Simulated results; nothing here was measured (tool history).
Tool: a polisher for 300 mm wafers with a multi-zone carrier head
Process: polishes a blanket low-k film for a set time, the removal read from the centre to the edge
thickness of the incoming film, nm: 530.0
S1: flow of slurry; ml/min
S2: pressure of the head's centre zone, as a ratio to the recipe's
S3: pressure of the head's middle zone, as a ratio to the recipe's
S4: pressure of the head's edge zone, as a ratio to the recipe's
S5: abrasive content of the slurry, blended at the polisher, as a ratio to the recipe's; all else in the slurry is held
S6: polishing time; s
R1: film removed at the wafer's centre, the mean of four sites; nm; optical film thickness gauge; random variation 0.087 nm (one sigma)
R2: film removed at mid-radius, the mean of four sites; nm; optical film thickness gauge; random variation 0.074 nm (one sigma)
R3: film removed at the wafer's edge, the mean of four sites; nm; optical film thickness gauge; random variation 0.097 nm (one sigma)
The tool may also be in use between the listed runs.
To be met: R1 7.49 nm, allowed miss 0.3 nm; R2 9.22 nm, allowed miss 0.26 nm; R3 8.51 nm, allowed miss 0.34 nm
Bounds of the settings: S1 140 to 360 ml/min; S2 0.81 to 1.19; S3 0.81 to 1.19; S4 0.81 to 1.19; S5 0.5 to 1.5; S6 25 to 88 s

run,hour,S1,S2,S3,S4,S5,S6,R1,R2,R3
1,0,230,1,1,1,1,56,14.588,14.468,15.959
2,1.9,230,0.96,1.03,0.95,0.85,50,11.42,12.172,12.667
3,9,210,0.96,1.03,0.95,0.85,50,11.53,11.886,12.415
4,10.7,160,0.96,1.03,0.95,0.85,50,10.792,11.452,12.102
5,17.6,160,0.93,1.05,0.91,0.75,48,9.7554,10.454,10.784
6,23.9,160,0.99,1.05,0.91,0.75,48,10.26,10.49,10.925
7,29.4,160,0.99,1.05,0.91,0.75,48,10.219,10.377,10.703
8,30.2,160,0.94,1.08,0.89,0.65,47,8.7269,9.6707,9.7222
9,35.4,160,0.93,1.1,0.87,0.6,47,8.3215,9.3547,9.1419
# hour 41.2: edge zone pressure recalibrated
10,41.2,160,0.91,1.11,0.86,0.6,47,8.2713,9.4331,8.6713
11,43.3,155,0.88,1.11,0.87,0.6,47,7.9473,9.4706,8.8179

Which of these 4 next moves meets every target?
A,45.4,140,0.84,1.12,0.81,0.65,41,?,?,?
B,45.4,205,0.92,1.12,0.86,0.7,38,?,?,?
C,45.4,180,0.88,1.19,0.93,0.6,44,?,?,?
D,45.4,175,0.81,1.11,0.81,0.5,47,?,?,?

move,R1,R2,R3
A,6.6501,8.4477,7.6709
B,7.5153,8.6405,7.9143
C,7.492,9.3528,8.5776
D,6.578,8.5846,7.7559
A: takes the result that was furthest off past its target
B: brings the result that was furthest off to its target, and leaves another outside
C: meets every target
D: takes the result that was furthest off past its target
Answer: C
